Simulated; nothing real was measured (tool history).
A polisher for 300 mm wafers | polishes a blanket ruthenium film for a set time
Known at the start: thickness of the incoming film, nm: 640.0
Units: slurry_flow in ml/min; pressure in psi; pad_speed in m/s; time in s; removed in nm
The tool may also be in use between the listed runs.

run    day  slurry_flow  pressure  pad_speed  time  removed
  1  0.000          170       2.0       1.04    65   85.514
  2  0.038          170       2.0       1.04    65   87.388
  3  0.321          170       2.0       1.04    65   86.071
  4  0.362          130       2.0       1.04    65   81.756
  5  0.404          130       1.8       1.02    65   73.609
  6  0.650          130       1.6       0.98    65   63.852

Run 7 comes next. What will it give?
  7  0.783          130       1.4       0.96    65        ?

Run 7 gave removed 55.095 nm.

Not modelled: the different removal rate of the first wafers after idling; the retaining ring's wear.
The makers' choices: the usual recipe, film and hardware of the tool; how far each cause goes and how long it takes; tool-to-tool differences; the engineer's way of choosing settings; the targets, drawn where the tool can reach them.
